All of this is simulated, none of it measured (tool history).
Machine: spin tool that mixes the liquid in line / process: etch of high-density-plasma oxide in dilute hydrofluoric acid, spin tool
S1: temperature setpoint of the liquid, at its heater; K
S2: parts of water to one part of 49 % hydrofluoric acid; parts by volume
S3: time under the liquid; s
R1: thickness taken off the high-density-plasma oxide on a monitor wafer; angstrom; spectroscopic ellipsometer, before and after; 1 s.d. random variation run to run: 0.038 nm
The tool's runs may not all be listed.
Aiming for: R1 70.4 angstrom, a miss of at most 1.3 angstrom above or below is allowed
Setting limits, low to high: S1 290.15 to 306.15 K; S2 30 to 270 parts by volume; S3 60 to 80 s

Run 1, hour 0: S1 298.15 K, S2 150 parts by volume, S3 80 s. Result: R1 32.846 angstrom.
Run 2, hour 7.4: S1 298.15 K, S2 150 parts by volume, S3 60 s. Result: R1 24.524 angstrom.
Run 3, hour 16.3: S1 298.15 K, S2 190 parts by volume, S3 60 s. Result: R1 18.362 angstrom.
Run 4, hour 17.3: S1 299.15 K, S2 170 parts by volume, S3 60 s. Result: R1 21.971 angstrom.
Run 5, hour 24.3: S1 299.65 K, S2 150 parts by volume, S3 60 s. Result: R1 25.791 angstrom.
Run 6, hour 28.1: S1 299.65 K, S2 130 parts by volume, S3 60 s. Result: R1 30.555 angstrom.
Run 7, hour 31.6: S1 300.15 K, S2 115 parts by volume, S3 60 s. Result: R1 35.973 angstrom.
Run 8, hour 34.1: S1 300.65 K, S2 105 parts by volume, S3 60 s. Result: R1 40.648 angstrom.
Run 9, hour 39: S1 301.15 K, S2 100 parts by volume, S3 60 s. Result: R1 43.493 angstrom.
Run 10, hour 47.5: S1 301.65 K, S2 95 parts by volume, S3 60 s. Result: R1 46.628 angstrom.
Run 11, hour 53.4: S1 302.15 K, S2 90 parts by volume, S3 60 s. Result: R1 51.147 angstrom.
Run 12, hour 60.3: S1 302.65 K, S2 90 parts by volume, S3 60 s. Result: R1 51.951 angstrom.
Run 13, hour 64: S1 306.15 K, S2 65 parts by volume, S3 60 s. Result: R1 85.074 angstrom.
Run 14, hour 72: S1 305.65 K, S2 65 parts by volume, S3 60 s. Result: R1 83.993 angstrom.
Run 15, hour 74.1: S1 305.15 K, S2 65 parts by volume, S3 60 s. Result: R1 82.128 angstrom.
Run 16, hour 81.2: S1 304.65 K, S2 65 parts by volume, S3 60 s. Result: R1 81.729 angstrom.

Which single option among these 5 for the next run brings every result within its allowed miss of target? Just one does.
Run A, hour 88.3: S1 305.15 K, S2 90 parts by volume, S3 80 s. Result: R1 ?.
Run B, hour 88.3: S1 304.65 K, S2 95 parts by volume, S3 80 s. Result: R1 ?.
Run C, hour 88.3: S1 306.15 K, S2 65 parts by volume, S3 70 s. Result: R1 ?.
Run D, hour 88.3: S1 306.15 K, S2 95 parts by volume, S3 80 s. Result: R1 ?.
Run E, hour 88.3: S1 300.65 K, S2 60 parts by volume, S3 60 s. Result: R1 ?.

move      R1
   A  76.634
   B  70.736
   C  100.21
   D   74.76
   E  75.786
A: better than the last run, though not everything is in spec
B: in spec on every target
C: moves away from the targets compared with the last run
D: better than the last run, though not everything is in spec
E: better than the last run, though not everything is in spec
Correct choice: B, which meets every target
